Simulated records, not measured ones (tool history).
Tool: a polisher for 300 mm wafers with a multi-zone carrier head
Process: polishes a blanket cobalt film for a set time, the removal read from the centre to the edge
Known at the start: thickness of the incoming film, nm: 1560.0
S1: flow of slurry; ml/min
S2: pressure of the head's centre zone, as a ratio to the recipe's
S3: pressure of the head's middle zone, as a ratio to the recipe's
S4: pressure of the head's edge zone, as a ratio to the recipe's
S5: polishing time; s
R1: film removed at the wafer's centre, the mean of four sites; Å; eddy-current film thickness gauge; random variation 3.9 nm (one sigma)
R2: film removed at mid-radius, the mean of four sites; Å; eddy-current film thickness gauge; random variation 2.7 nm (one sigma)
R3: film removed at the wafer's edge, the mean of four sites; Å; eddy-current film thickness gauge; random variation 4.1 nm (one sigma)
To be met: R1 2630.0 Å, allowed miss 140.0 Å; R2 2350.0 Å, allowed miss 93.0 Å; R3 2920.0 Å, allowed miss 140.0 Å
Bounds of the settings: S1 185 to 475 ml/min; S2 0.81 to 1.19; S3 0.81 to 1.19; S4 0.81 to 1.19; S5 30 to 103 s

run	hour	S1	S2	S3	S4	S5	R1	R2	R3
1	0.0	305	1.00	1.00	1.00	66	3131.0	3112.0	3329.1
2	5.1	305	1.00	1.00	1.00	57	2720.2	2667.7	2808.3
3	8.3	305	1.00	1.00	1.00	68	3195.4	3186.5	3352.1
4	8.9	305	1.00	1.04	1.00	68	3294.8	3270.0	3358.7
5	12.1	305	1.03	1.04	1.00	68	3281.0	3290.2	3337.4
6	15.5	305	1.03	1.04	1.00	78	3775.9	3853.5	3787.3
7	18.4	305	1.03	1.01	1.00	75	3622.1	3449.9	3593.0
8	22.4	305	1.03	1.01	1.00	75	3573.2	3598.9	3605.9
9	30.7	305	1.03	0.98	1.02	73	3541.6	3360.2	3513.4
10	36.2	305	1.03	0.98	1.02	73	3456.9	3394.0	3588.6
11	44.6	305	1.03	0.96	1.02	71	3422.5	3232.6	3465.8
12	46.9	305	1.02	0.94	1.02	69	3412.1	3062.1	3417.2
13	53.5	285	0.92	0.88	1.04	53	2439.0	2222.8	2656.3
14	54.4	285	0.92	0.88	1.04	53	2397.6	2189.6	2635.5
15	59.0	290	0.92	0.88	1.05	54	2434.9	2265.8	2672.9
16	65.3	285	0.92	0.87	1.05	55	2420.6	2233.5	2694.1

5 next moves are on the table. One of them brings every result within its allowed miss. Which?
A	71.6	295	0.99	0.90	0.96	53	?	?	?
B	71.6	295	0.92	0.84	1.05	58	?	?	?
C	71.6	295	1.13	0.95	1.02	49	?	?	?
D	71.6	305	0.88	1.04	1.05	50	?	?	?
E	71.6	260	0.91	0.83	1.11	54	?	?	?

move	R1	R2	R3
A	2448.2	2236.6	2582.5
B	2558.5	2312.4	2951.8
C	2466.3	2161.9	2455.4
D	2155.0	2388.2	2542.2
E	2343.7	2113.5	2806.7
A: further off than the last run
B: meets every target
C: further off than the last run
D: further off than the last run
E: brings the result that was furthest off to its target, and leaves another outside
Answer: B
